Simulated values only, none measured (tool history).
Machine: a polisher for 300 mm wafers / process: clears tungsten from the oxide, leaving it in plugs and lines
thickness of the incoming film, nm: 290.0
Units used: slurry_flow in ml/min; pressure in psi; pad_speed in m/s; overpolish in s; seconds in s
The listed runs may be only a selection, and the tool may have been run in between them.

run 1 hour=0.0 | slurry_flow=235 pressure=3.1 pad_speed=1.36 slurry_solids=1.00 overpolish=14 | seconds=68.973
run 2 hour=3.9 | slurry_flow=235 pressure=2.8 pad_speed=1.34 slurry_solids=1.00 overpolish=14 | seconds=74.897
run 3 hour=12.7 | slurry_flow=235 pressure=2.8 pad_speed=1.34 slurry_solids=0.85 overpolish=14 | seconds=77.218
run 4 hour=20.1 | slurry_flow=235 pressure=2.8 pad_speed=1.18 slurry_solids=0.85 overpolish=14 | seconds=86.460
run 5 hour=20.7 | slurry_flow=235 pressure=2.8 pad_speed=1.18 slurry_solids=0.70 overpolish=14 | seconds=91.933
run 6 hour=24.4 | slurry_flow=235 pressure=2.6 pad_speed=1.18 slurry_solids=0.70 overpolish=14 | seconds=96.362
run 7 hour=28.9 | slurry_flow=235 pressure=2.4 pad_speed=1.18 slurry_solids=0.70 overpolish=14 | seconds=101.620
run 8 hour=33.5 | slurry_flow=235 pressure=2.3 pad_speed=1.18 slurry_solids=0.70 overpolish=14 | seconds=102.660
run 9 hour=40.8 | slurry_flow=235 pressure=2.1 pad_speed=1.18 slurry_solids=0.70 overpolish=14 | seconds=109.790

Predict the results of run 10:
run 10 hour=48.4 | slurry_flow=235 pressure=2.0 pad_speed=1.18 slurry_solids=0.70 overpolish=14 | seconds=?

{"run 10": {"seconds": 110.13}}
